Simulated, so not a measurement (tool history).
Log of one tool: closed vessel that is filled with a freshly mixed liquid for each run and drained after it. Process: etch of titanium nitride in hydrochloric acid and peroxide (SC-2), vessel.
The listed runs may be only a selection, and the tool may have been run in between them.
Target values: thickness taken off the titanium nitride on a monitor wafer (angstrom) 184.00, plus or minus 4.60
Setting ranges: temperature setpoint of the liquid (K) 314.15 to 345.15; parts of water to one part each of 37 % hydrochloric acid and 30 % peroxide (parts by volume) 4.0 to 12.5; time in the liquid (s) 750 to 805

run	hour	temperature setpoint of the liquid (K)	parts of water to one part each of 37 % hydrochloric acid and 30 % peroxide (parts by volume)	time in the liquid (s)	thickness taken off the titanium nitride on a monitor wafer (angstrom)
1	0.0	330.15	7.0	750	352.02
2	6.0	324.15	7.0	750	238.32
3	7.4	324.15	8.0	750	211.75
4	11.3	323.65	8.0	750	208.64
5	14.1	323.15	8.0	750	198.98
6	20.4	323.15	10.5	750	163.05
7	22.5	323.65	10.5	750	165.65
8	29.6	324.15	10.5	750	172.72

Of the 5 settings listed for the next run, only one would bring every result within its allowed miss of target. Which one?
A	36.7	325.65	12.5	800	?
B	36.7	323.15	9.5	750	?
C	36.7	323.65	10.0	760	?
D	36.7	323.65	10.5	765	?
E	36.7	323.15	9.5	795	?

move	thickness taken off the titanium nitride on a monitor wafer (angstrom)
A	174.52
B	174.85
C	175.54
D	169.63
E	185.34
A: gains on the last run, yet a result remains outside its allowed miss
B: gains on the last run, yet a result remains outside its allowed miss
C: gains on the last run, yet a result remains outside its allowed miss
D: further off than the last run
E: hits every target within its allowed miss
Go with E: it meets all targets.

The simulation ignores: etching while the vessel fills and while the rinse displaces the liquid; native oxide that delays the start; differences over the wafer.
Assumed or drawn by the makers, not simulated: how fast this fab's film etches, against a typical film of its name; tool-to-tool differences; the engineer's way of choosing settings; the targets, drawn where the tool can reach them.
